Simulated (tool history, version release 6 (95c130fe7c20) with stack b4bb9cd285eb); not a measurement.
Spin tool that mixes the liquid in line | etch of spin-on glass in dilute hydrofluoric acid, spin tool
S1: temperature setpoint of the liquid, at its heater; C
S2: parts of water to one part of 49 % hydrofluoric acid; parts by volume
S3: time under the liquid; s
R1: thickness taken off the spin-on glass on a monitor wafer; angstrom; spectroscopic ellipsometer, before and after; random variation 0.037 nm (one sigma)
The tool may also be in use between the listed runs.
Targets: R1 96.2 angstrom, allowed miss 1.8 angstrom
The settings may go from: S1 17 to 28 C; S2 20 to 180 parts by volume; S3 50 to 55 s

Run 1, hour 0: S1 20 C, S2 100 parts by volume, S3 50 s. Result: R1 143.34 angstrom.
Run 2, hour 0.9: S1 17.5 C, S2 100 parts by volume, S3 50 s. Result: R1 128.69 angstrom.
Run 3, hour 8.2: S1 17.5 C, S2 75 parts by volume, S3 50 s. Result: R1 176.51 angstrom.
Run 4, hour 15.6: S1 17.5 C, S2 80 parts by volume, S3 50 s. Result: R1 164.58 angstrom.
At hour 23.3: hydrofluoric acid flow meter replaced.
Run 5, hour 23.3: S1 17.5 C, S2 80 parts by volume, S3 55 s. Result: R1 169.18 angstrom.
Run 6, hour 26.9: S1 17.5 C, S2 85 parts by volume, S3 55 s. Result: R1 158.74 angstrom.
Run 7, hour 35.1: S1 17.5 C, S2 90 parts by volume, S3 55 s. Result: R1 148.2 angstrom.
Run 8, hour 38.3: S1 17.5 C, S2 95 parts by volume, S3 55 s. Result: R1 140.35 angstrom.
Run 9, hour 41.6: S1 17.5 C, S2 100 parts by volume, S3 55 s. Result: R1 133.4 angstrom.

Which of these 5 next moves meets every target?
Run A, hour 44.9: S1 17 C, S2 125 parts by volume, S3 55 s. Result: R1 ?.
Run B, hour 44.9: S1 17 C, S2 135 parts by volume, S3 50 s. Result: R1 ?.
Run C, hour 44.9: S1 19.5 C, S2 135 parts by volume, S3 50 s. Result: R1 ?.
Run D, hour 44.9: S1 17 C, S2 120 parts by volume, S3 50 s. Result: R1 ?.
Run E, hour 44.9: S1 17 C, S2 115 parts by volume, S3 50 s. Result: R1 ?.

move      R1
   A  101.73
   B  84.786
   C  93.903
   D  96.825
   E  101.55
A: nearer than the last run, and not there yet
B: takes the result that was furthest off past its target
C: takes the result that was furthest off past its target
D: meets every target
E: nearer than the last run, and not there yet
The right move is D.
